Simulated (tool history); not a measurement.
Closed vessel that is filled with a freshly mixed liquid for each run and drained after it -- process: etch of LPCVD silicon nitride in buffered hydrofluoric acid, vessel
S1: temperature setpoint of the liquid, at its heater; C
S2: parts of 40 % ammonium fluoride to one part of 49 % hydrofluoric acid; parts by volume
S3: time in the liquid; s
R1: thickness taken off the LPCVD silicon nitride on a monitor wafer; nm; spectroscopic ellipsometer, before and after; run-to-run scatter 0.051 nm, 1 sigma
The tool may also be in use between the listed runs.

run 1 day=0 | S1=23 S2=17.5 S3=955 | R1=7.3208
run 2 day=0.225 | S1=23 S2=17.5 S3=1015 | R1=7.8505
run 3 day=0.258 | S1=25 S2=17.5 S3=1015 | R1=8.7788
run 4 day=0.621 | S1=24 S2=18 S3=1015 | R1=8.1333
run 5 day=0.912 | S1=24 S2=16.5 S3=1015 | R1=8.9637
run 6 day=1.067 | S1=23 S2=17 S3=1015 | R1=8.0557

What will run 7 give?
run 7 day=1.338 | S1=19 S2=18 S3=1015 | R1=?

{"run 7": {"R1": 6.1037}}
